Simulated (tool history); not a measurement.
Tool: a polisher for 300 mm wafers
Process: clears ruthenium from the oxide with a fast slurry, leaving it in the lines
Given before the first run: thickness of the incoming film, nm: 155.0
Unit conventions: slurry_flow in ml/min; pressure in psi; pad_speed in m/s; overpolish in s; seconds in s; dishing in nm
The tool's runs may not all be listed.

run  hour  slurry_flow  pressure  pad_speed  slurry_solids  overpolish  seconds  dishing
  1   0.0          275       1.8       0.76           1.00          16   67.503   29.231
  2   6.9          275       1.8       0.76           1.00          11   66.767   21.460
  3  13.8          275       1.8       0.76           1.15          11   63.746   21.982
  4  15.2          275       1.7       0.76           1.15          11   67.604   20.924
  5  21.4          275       1.7       0.84           1.15          11   61.451   23.348
  6  27.6          280       1.6       0.82           1.20          10   66.786   19.880

Estimate the outcome of run 7 from the log above:
  7  32.3          285       1.5       0.82           1.25           9        ?        ?

Run 7 measured seconds 68.056 s, dishing 17.370 nm.
